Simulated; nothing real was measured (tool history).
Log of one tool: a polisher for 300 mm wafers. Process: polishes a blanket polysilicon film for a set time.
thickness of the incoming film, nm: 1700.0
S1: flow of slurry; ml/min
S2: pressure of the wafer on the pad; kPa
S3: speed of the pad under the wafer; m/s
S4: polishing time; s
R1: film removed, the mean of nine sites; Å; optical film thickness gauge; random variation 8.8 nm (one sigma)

{"run": 1, "hour": 0.0, "S1": 130, "S2": 20.0, "S3": 1.14, "S4": 85, "R1": 9678.4}
{"run": 2, "hour": 3.4, "S1": 150, "S2": 20.0, "S3": 1.14, "S4": 85, "R1": 9903.0}
{"run": 3, "hour": 11.9, "S1": 150, "S2": 20.0, "S3": 1.24, "S4": 85, "R1": 10622.0}
{"run": 4, "hour": 13.0, "S1": 130, "S2": 20.0, "S3": 1.24, "S4": 85, "R1": 10216.0}
{"run": 5, "hour": 13.9, "S1": 125, "S2": 17.9, "S3": 1.22, "S4": 85, "R1": 9145.4}
{"run": 6, "hour": 22.0, "S1": 125, "S2": 16.5, "S3": 1.22, "S4": 85, "R1": 8657.4}
{"run": 7, "hour": 23.6, "S1": 125, "S2": 15.2, "S3": 1.22, "S4": 85, "R1": 7800.0}
{"run": 8, "hour": 26.3, "S1": 125, "S2": 14.5, "S3": 1.22, "S4": 85, "R1": 7522.6}

Run 9 comes next. What will it give?
{"run": 9, "hour": 32.1, "S1": 125, "S2": 13.8, "S3": 1.22, "S4": 85, "R1": "?"}

{"run 9": {"R1": 7177.3}}

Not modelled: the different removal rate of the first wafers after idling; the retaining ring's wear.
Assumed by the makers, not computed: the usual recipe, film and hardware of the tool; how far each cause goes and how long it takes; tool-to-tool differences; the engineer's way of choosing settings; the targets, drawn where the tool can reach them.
